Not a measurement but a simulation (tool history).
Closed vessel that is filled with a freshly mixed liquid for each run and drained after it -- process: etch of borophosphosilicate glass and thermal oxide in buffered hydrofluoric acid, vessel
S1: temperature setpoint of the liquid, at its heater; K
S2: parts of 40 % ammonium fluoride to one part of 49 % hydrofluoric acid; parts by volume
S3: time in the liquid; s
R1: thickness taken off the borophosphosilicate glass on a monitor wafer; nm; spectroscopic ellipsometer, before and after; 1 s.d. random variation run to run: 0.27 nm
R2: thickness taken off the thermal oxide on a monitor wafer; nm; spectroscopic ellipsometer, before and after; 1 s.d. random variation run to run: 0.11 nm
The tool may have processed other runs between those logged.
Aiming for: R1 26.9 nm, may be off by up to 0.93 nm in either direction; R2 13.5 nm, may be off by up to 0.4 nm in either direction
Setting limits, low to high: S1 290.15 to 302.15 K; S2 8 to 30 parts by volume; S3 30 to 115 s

run,hour,S1,S2,S3,R1,R2
1,0,294.15,22.5,60,59.314,29.869
2,6.3,294.15,22.5,75,74.523,37.662
3,10.5,296.65,22.5,75,85.564,43.214
4,18.6,295.15,22.5,75,78.986,39.368
5,26.1,295.15,22.5,65,67.646,34.814
6,30.2,293.65,25,55,48.377,24.499
7,35.1,292.65,26.5,50,40.888,20.748
8,37,291.65,27.5,45,33.585,16.885
9,39.2,291.15,28.5,45,31.707,15.923
10,45.4,290.65,29,45,30.272,15.503

Pick the move, out of 4, that brings all results within their allowed miss; only one does.
A,51.6,290.15,22,30,?,?
B,51.6,291.15,28.5,35,?,?
C,51.6,291.15,28.5,40,?,?
D,51.6,292.15,22,30,?,?

move,R1,R2
A,24.503,12.169
B,25.266,12.565
C,28.875,14.36
D,27.421,13.636
A: pushes the last run's worst result past its target
B: pushes the last run's worst result past its target
C: nearer the targets than the last run, but a result is still out of spec
D: every result lands within tolerance
Move D is the one to make.
